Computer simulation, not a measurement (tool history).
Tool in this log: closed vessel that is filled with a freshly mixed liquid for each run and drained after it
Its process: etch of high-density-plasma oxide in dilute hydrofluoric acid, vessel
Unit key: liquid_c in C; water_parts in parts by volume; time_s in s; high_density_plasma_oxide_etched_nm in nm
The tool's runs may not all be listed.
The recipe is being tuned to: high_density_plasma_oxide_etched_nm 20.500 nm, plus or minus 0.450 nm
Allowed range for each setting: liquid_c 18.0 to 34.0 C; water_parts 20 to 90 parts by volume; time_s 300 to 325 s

run	hour	liquid_c	water_parts	time_s	high_density_plasma_oxide_etched_nm
1	0.0	26.0	50	300	39.158
2	4.1	24.0	55	300	32.773
3	13.3	22.0	55	300	29.866
4	19.8	22.0	70	300	23.218
5	22.9	21.5	70	300	22.780
6	26.5	21.5	90	300	17.332
7	35.3	22.5	90	300	18.008
8	40.2	23.0	90	300	18.596
9	43.2	23.5	90	300	18.859
10	49.7	24.0	90	300	19.072
11	57.2	24.5	90	300	19.529

Exactly one of the 4 candidate moves below puts every result within its allowed miss. Which one?
A	64.7	25.5	90	305	?
B	64.7	23.0	85	300	?
C	64.7	25.5	85	300	?
D	64.7	24.0	85	320	?

move	high_density_plasma_oxide_etched_nm
A	20.623
B	19.562
C	21.618
D	21.723
A: hits every target within its allowed miss
B: neither nearer nor further off than the last run
C: carries the result that was furthest off beyond its target, to the other side
D: carries the result that was furthest off beyond its target, to the other side
A is the move that brings every result within its allowed miss.

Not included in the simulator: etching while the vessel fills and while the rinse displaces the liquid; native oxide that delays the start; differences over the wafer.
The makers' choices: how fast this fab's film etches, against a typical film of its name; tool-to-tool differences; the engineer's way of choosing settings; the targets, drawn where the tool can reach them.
